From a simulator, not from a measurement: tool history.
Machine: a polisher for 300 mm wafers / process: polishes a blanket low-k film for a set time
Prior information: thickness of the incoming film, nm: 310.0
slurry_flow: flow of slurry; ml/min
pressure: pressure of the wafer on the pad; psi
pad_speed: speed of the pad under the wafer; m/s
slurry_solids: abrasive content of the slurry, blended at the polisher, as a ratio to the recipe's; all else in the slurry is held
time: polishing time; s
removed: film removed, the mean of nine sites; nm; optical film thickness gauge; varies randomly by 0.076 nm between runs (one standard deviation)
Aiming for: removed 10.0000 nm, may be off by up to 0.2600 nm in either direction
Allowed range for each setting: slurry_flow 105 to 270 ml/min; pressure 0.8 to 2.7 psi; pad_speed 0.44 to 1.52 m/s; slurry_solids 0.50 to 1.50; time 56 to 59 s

run	hour	slurry_flow	pressure	pad_speed	slurry_solids	time	removed
1	0.0	175	1.7	0.98	1.00	56	20.9910
2	7.8	175	1.7	0.98	1.15	56	22.5440
3	15.3	175	1.7	0.98	0.95	56	20.3320
4	21.5	175	1.7	0.98	1.10	56	21.9220
5	24.0	175	2.1	0.98	1.10	56	27.6300
6	27.6	175	2.1	1.18	1.10	56	32.2020
7	33.1	170	1.9	1.10	1.10	56	27.2770
8	39.3	170	1.7	1.04	1.10	56	22.8380
9	41.2	145	1.2	0.76	1.10	56	12.8000
10	46.4	140	1.1	0.76	1.10	56	11.4620
11	51.7	135	1.1	0.76	1.10	56	11.5210
12	55.3	130	1.1	0.76	1.10	56	11.5080
13	57.8	125	1.1	0.76	1.10	56	11.2930

Consider the 5 candidate settings below. Which is the only one whose results all fall within their allowed miss of target?
A	60.3	110	0.8	0.88	1.15	56	?
B	60.3	115	0.9	0.86	1.05	56	?
C	60.3	105	1.0	0.68	1.15	56	?
D	60.3	125	0.9	0.78	1.05	56	?
E	60.3	140	0.9	0.72	1.10	57	?

move	removed
A	9.4317
B	9.9099
C	9.3931
D	9.2982
E	9.2869
A: carries the result that was furthest off beyond its target, to the other side
B: every result lands within tolerance
C: carries the result that was furthest off beyond its target, to the other side
D: carries the result that was furthest off beyond its target, to the other side
E: carries the result that was furthest off beyond its target, to the other side
Move B is the one to make.
